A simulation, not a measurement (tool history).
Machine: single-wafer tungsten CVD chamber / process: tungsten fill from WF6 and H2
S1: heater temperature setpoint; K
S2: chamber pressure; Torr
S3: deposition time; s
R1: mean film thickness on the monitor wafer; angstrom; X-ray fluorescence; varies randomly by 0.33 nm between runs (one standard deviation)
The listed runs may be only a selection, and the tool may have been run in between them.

| run | day | S1 | S2 | S3 | R1 |
|---|---|---|---|---|---|
| 1 | 0.000 | 658.15 | 50.7 | 36.0 | 864.58 |
| 2 | 0.121 | 658.15 | 50.7 | 37.1 | 889.91 |
| 3 | 0.338 | 651.15 | 50.7 | 37.1 | 784.46 |
| 4 | 0.421 | 660.15 | 51.2 | 37.1 | 924.64 |
| 5 | 0.612 | 667.15 | 51.8 | 37.1 | 1052.60 |
| 6 | 0.842 | 667.15 | 44.5 | 37.1 | 974.21 |

What will run 7 give?
| 7 | 1.054 | 679.15 | 50.5 | 37.1 | ? |

{"run 7": {"R1": 1272.7}}
